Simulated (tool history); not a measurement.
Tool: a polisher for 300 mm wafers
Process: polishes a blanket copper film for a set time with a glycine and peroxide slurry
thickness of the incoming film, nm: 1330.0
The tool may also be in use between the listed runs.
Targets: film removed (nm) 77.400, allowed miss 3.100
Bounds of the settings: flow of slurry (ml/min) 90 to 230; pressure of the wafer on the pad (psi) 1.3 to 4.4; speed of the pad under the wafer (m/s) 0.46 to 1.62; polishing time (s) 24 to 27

| run | day | flow of slurry (ml/min) | pressure of the wafer on the pad (psi) | speed of the pad under the wafer (m/s) | polishing time (s) | film removed (nm) |
|---|---|---|---|---|---|---|
| 1 | 0.000 | 150 | 2.8 | 1.04 | 27 | 136.960 |
| 2 | 0.350 | 150 | 2.4 | 1.00 | 27 | 116.260 |
| 3 | 0.546 | 150 | 2.4 | 1.00 | 27 | 113.790 |
| 4 | 0.921 | 150 | 2.1 | 1.00 | 27 | 106.360 |
| 5 | 0.954 | 150 | 1.9 | 0.98 | 27 | 98.359 |
| 6 | 1.321 | 130 | 1.9 | 0.98 | 27 | 93.635 |
| 7 | 1.375 | 125 | 1.8 | 0.98 | 27 | 92.082 |
| 8 | 1.650 | 125 | 1.7 | 0.98 | 27 | 86.295 |
| 9 | 1.792 | 120 | 1.6 | 0.98 | 27 | 83.262 |
| 10 | 1.942 | 120 | 1.6 | 0.98 | 27 | 82.621 |
| 11 | 2.121 | 120 | 1.6 | 0.98 | 27 | 84.847 |

5 next moves are on the table. One of them brings every result within its allowed miss. Which?
| A | 2.300 | 150 | 1.7 | 1.10 | 24 | ? |
| B | 2.300 | 100 | 1.9 | 0.68 | 27 | ? |
| C | 2.300 | 95 | 1.5 | 0.96 | 26 | ? |
| D | 2.300 | 125 | 2.0 | 0.86 | 24 | ? |
| E | 2.300 | 145 | 1.7 | 0.86 | 24 | ? |

| move | film removed (nm) |
|---|---|
| A | 86.692 |
| B | 68.472 |
| C | 71.366 |
| D | 78.058 |
| E | 71.809 |
A: further off than the last run
B: takes the result that was furthest off past its target
C: takes the result that was furthest off past its target
D: meets every target
E: takes the result that was furthest off past its target
Answer: D
